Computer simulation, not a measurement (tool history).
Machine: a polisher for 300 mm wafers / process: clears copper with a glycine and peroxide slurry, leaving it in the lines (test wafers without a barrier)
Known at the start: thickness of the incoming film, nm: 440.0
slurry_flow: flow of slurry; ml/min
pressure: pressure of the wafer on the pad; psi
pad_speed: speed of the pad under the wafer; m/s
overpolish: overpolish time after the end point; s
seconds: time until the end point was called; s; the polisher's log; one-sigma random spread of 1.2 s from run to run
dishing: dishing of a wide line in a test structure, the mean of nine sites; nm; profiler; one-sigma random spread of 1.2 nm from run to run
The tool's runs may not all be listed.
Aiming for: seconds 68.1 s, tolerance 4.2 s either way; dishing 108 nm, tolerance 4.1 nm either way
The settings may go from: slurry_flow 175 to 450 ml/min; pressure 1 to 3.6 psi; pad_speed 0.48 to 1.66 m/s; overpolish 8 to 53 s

{"run": 1, "hour": 0.0, "slurry_flow": 290, "pressure": 2.3, "pad_speed": 1.06, "overpolish": 27, "seconds": 94.926, "dishing": 70.182}
{"run": 2, "hour": 4.5, "slurry_flow": 290, "pressure": 2.6, "pad_speed": 1.06, "overpolish": 29, "seconds": 85.148, "dishing": 78.292}
{"run": 3, "hour": 9.0, "slurry_flow": 290, "pressure": 2.8, "pad_speed": 1.06, "overpolish": 31, "seconds": 82.333, "dishing": 85.422}
{"run": 4, "hour": 12.7, "slurry_flow": 290, "pressure": 2.4, "pad_speed": 1.06, "overpolish": 31, "seconds": 90.397, "dishing": 78.858}
{"run": 5, "hour": 19.9, "slurry_flow": 290, "pressure": 2.7, "pad_speed": 1.06, "overpolish": 32, "seconds": 84.98, "dishing": 85.154}
{"run": 6, "hour": 25.1, "slurry_flow": 290, "pressure": 2.9, "pad_speed": 1.06, "overpolish": 33, "seconds": 79.277, "dishing": 89.488}
{"run": 7, "hour": 26.7, "slurry_flow": 290, "pressure": 3, "pad_speed": 1.06, "overpolish": 34, "seconds": 80.573, "dishing": 92.862}
{"run": 8, "hour": 34.9, "slurry_flow": 290, "pressure": 3.2, "pad_speed": 1.08, "overpolish": 34, "seconds": 75.976, "dishing": 96.509}
{"run": 9, "hour": 41.5, "slurry_flow": 290, "pressure": 3.3, "pad_speed": 1.1, "overpolish": 34, "seconds": 71.664, "dishing": 97.184}
{"run": 10, "hour": 48.4, "slurry_flow": 290, "pressure": 3.4, "pad_speed": 1.1, "overpolish": 35, "seconds": 70.199, "dishing": 101.49}
{"run": 11, "hour": 49.3, "slurry_flow": 290, "pressure": 3.4, "pad_speed": 1.1, "overpolish": 36, "seconds": 70.576, "dishing": 102.89}

Exercise: of the 4 proposed moves below, exactly one satisfies all targets within the stated allowed misses. Which move is it?
{"run": "A", "hour": 50.2, "slurry_flow": 365, "pressure": 3.6, "pad_speed": 1.06, "overpolish": 39, "seconds": "?", "dishing": "?"}
{"run": "B", "hour": 50.2, "slurry_flow": 330, "pressure": 3.4, "pad_speed": 1.08, "overpolish": 32, "seconds": "?", "dishing": "?"}
{"run": "C", "hour": 50.2, "slurry_flow": 225, "pressure": 3.6, "pad_speed": 1.12, "overpolish": 31, "seconds": "?", "dishing": "?"}
{"run": "D", "hour": 50.2, "slurry_flow": 225, "pressure": 3.6, "pad_speed": 1.3, "overpolish": 27, "seconds": "?", "dishing": "?"}

move=A seconds=66.999 dishing=110.43
move=B seconds=69.292 dishing=97.848
move=C seconds=66.773 dishing=98.559
move=D seconds=58.637 dishing=97.46
A: hits every target within its allowed miss
B: further off than the last run
C: further off than the last run
D: further off than the last run
The move that meets every target is A.
